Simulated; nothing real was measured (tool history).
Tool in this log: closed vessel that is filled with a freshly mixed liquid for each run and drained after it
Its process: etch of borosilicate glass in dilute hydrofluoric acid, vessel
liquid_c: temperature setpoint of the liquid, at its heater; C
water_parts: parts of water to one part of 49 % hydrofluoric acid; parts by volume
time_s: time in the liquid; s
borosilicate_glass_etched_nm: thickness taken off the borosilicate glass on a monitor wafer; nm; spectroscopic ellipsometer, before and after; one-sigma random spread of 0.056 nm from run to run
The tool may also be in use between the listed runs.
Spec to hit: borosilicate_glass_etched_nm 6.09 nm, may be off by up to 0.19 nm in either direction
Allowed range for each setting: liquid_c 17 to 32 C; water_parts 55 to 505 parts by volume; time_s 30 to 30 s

run  hour  liquid_c  water_parts  time_s  borosilicate_glass_etched_nm
  1     0        24          280      30                          4.49
  2   3.2        24          280      30                        4.4408
  3  12.2      25.5          280      30                        4.7784
  4  18.6      25.5          325      30                         3.899
  5  19.6      25.5          325      30                        3.9137
  6  23.8      26.5          325      30                        3.9953
  7  29.1      27.5          310      30                        4.5505
  8  30.5      28.5          305      30                        4.7177
  9  33.8        29          295      30                        5.0529
 10  39.6      29.5          290      30                        5.1782
 11  41.4        30          285      30                         5.374
 12  43.6      30.5          280      30                        5.6447
 13  49.4        31          280      30                        5.7257

Consider the 5 candidate settings below. Which is the only one whose results all fall within their allowed miss of target?
  A  55.2      30.5          290      30                             ?
  B  55.2        32          305      30                             ?
  C  55.2        32          290      30                             ?
  D  55.2        32          315      30                             ?
  E  55.2      29.5          260      30                             ?

move  borosilicate_glass_etched_nm
   A                        5.4647
   B                        5.3579
   C                        5.7326
   D                        5.1295
   E                        6.1018
A: the biggest miss grows against the last run
B: the biggest miss grows against the last run
C: neither nearer nor further off than the last run
D: the biggest miss grows against the last run
E: every result lands within tolerance
Correct choice: E, which meets every target

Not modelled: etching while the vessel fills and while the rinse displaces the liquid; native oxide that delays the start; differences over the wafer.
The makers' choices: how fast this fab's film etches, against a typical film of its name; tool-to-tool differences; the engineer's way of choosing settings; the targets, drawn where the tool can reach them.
